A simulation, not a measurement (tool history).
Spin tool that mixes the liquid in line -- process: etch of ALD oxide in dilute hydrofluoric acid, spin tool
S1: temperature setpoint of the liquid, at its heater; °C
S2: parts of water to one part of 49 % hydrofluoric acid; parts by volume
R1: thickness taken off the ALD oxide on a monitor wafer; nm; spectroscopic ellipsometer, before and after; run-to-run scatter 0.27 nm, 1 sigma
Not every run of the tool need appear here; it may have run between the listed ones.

{"run": 1, "hour": 0.0, "S1": 26, "S2": 180, "time under the liquid (s)": 270, "R1": 33.56}
{"run": 2, "hour": 7.9, "S1": 27.5, "S2": 180, "time under the liquid (s)": 270, "R1": 35.286}
{"run": 3, "hour": 12.0, "S1": 30, "S2": 180, "time under the liquid (s)": 270, "R1": 38.722}
{"run": 4, "hour": 17.4, "S1": 30.5, "S2": 180, "time under the liquid (s)": 270, "R1": 39.491}
{"run": 5, "hour": 21.2, "S1": 30.5, "S2": 145, "time under the liquid (s)": 270, "R1": 51.087}
{"run": 6, "hour": 25.6, "S1": 30.5, "S2": 145, "time under the liquid (s)": 290, "R1": 55.575}
{"run": 7, "hour": 27.0, "S1": 28, "S2": 145, "time under the liquid (s)": 290, "R1": 50.534}

Expected results for the next run?
{"run": 8, "hour": 27.7, "S1": 24, "S2": 150, "time under the liquid (s)": 290, "R1": "?"}

Run 8 measured R1 41.694 nm.
